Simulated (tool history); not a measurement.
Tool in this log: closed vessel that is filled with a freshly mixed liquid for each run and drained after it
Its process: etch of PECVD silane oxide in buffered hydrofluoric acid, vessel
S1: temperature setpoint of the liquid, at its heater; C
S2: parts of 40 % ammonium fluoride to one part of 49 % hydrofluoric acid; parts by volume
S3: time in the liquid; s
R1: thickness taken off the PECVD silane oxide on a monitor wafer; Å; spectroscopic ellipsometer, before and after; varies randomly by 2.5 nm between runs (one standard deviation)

| run | day | S1 | S2 | S3 | R1 |
|---|---|---|---|---|---|
| 1 | 0.000 | 22.0 | 22.0 | 90 | 1532.5 |
| 2 | 0.067 | 22.0 | 28.0 | 90 | 1279.1 |
| 3 | 0.133 | 24.0 | 25.0 | 90 | 1530.3 |
| 4 | 0.192 | 25.5 | 22.0 | 90 | 1836.5 |
| 5 | 0.471 | 27.5 | 22.0 | 90 | 2069.5 |
| 6 | 0.575 | 28.0 | 20.5 | 90 | 2234.0 |
| 7 | 0.846 | 28.5 | 19.5 | 90 | 2418.1 |

The next listed run, before its measurement:
| 8 | 1.088 | 29.0 | 19.0 | 90 | ? |

R1: 2490.0 Å

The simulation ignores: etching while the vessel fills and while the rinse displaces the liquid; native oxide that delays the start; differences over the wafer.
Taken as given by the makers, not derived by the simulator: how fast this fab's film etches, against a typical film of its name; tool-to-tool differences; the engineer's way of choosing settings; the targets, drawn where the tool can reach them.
